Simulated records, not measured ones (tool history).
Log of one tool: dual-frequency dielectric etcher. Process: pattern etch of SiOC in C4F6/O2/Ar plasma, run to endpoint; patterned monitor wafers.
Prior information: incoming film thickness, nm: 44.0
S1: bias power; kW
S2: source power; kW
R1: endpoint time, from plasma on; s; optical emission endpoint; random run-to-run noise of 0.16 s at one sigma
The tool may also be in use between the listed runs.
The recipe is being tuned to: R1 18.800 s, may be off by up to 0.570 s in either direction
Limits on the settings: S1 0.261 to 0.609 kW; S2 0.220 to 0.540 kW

run 1 hour=0.0 | S1=0.435 S2=0.380 | R1=16.438
run 2 hour=0.7 | S1=0.435 S2=0.420 | R1=15.907
run 3 hour=4.9 | S1=0.435 S2=0.470 | R1=15.693
run 4 hour=8.0 | S1=0.462 S2=0.470 | R1=15.278
run 5 hour=9.6 | S1=0.435 S2=0.460 | R1=15.903
run 6 hour=14.5 | S1=0.467 S2=0.460 | R1=15.313
run 7 hour=18.8 | S1=0.440 S2=0.450 | R1=15.751
run 8 hour=22.9 | S1=0.417 S2=0.440 | R1=16.141

4 candidate next runs follow, results not yet known. Just one meets every target within its allowed miss. Identify it.
run A hour=27.0 | S1=0.370 S2=0.460 | R1=?
run B hour=27.0 | S1=0.313 S2=0.400 | R1=?
run C hour=27.0 | S1=0.431 S2=0.300 | R1=?
run D hour=27.0 | S1=0.375 S2=0.440 | R1=?

move=A R1=17.167
move=B R1=19.258
move=C R1=17.459
move=D R1=17.232
A: an improvement on the last run, though not all results are within tolerance
B: every result lands within tolerance
C: an improvement on the last run, though not all results are within tolerance
D: an improvement on the last run, though not all results are within tolerance
B is the move that brings every result within its allowed miss.
